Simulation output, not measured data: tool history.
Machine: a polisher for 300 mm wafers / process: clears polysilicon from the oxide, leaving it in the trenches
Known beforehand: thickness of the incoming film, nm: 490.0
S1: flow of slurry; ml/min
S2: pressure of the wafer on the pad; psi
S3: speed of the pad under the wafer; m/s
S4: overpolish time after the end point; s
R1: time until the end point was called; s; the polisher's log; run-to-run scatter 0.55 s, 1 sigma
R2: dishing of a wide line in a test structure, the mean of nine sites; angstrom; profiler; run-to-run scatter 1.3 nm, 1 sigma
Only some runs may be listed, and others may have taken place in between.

run 1 day=0 | S1=245 S2=3.4 S3=0.94 S4=22 | R1=28.405 R2=898.47
run 2 day=0.171 | S1=300 S2=3.4 S3=0.94 S4=22 | R1=28 R2=892.24
run 3 day=0.312 | S1=315 S2=3.4 S3=0.94 S4=19 | R1=28.663 R2=887.24
run 4 day=0.542 | S1=325 S2=3.4 S3=0.94 S4=17 | R1=29.119 R2=857.25
run 5 day=0.562 | S1=325 S2=3.9 S3=0.94 S4=17 | R1=25.574 R2=908.39
run 6 day=0.738 | S1=335 S2=3.5 S3=1.04 S4=15 | R1=23.607 R2=842.11
run 7 day=1.004 | S1=335 S2=3.5 S3=1.04 S4=15 | R1=25.164 R2=841.26

For run 8, what comes out?
run 8 day=1.15 | S1=340 S2=3.2 S3=1.1 S4=14 | R1=? R2=?

R1: 25.863 s
R2: 847.74 angstrom
